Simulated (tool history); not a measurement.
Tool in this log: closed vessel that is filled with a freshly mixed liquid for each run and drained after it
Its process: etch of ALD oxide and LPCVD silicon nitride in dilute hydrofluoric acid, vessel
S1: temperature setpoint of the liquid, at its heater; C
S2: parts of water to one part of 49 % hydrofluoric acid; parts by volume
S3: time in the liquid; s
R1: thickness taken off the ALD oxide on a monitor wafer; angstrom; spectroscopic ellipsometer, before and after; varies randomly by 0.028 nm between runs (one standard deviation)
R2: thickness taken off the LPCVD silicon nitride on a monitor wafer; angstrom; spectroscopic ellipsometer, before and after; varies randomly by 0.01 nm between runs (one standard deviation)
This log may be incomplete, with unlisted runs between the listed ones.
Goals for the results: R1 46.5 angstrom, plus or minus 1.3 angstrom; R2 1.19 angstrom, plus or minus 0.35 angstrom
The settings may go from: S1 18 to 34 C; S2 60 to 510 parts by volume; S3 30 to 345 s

run	day	S1	S2	S3	R1	R2
1	0	26	285	175	112.61	4.2963
2	0.217	26	285	240	156.17	5.145
3	0.338	26	370	240	108.89	3.7102
4	0.708	26	295	240	148.18	4.9442
5	0.775	25	320	240	127.89	4.1293
6	0.9	24	340	240	113.48	3.7426
# day 0.962: hydrofluoric acid flow meter replaced
7	0.962	20	450	230	60.708	2.1362
8	1.042	20	455	230	59.447	2.276
9	1.371	18	490	220	48.129	1.7398
10	1.458	18	490	215	47.124	1.5177

Exercise: of the 4 proposed moves below, exactly one satisfies all targets within the stated allowed misses. Which move is it?
A	1.546	18	230	80	?	?
B	1.546	22	410	160	?	?
C	1.546	18	205	75	?	?
D	1.546	19	370	150	?	?

move	R1	R2
A	46.118	1.321
B	51.04	1.9463
C	49.637	1.3833
D	49.426	1.6753
A: each result inside its tolerance
B: the biggest miss grows against the last run
C: gets the furthest-off result to its target, but another result is out of tolerance
D: the biggest miss grows against the last run
Move A is the one to make.
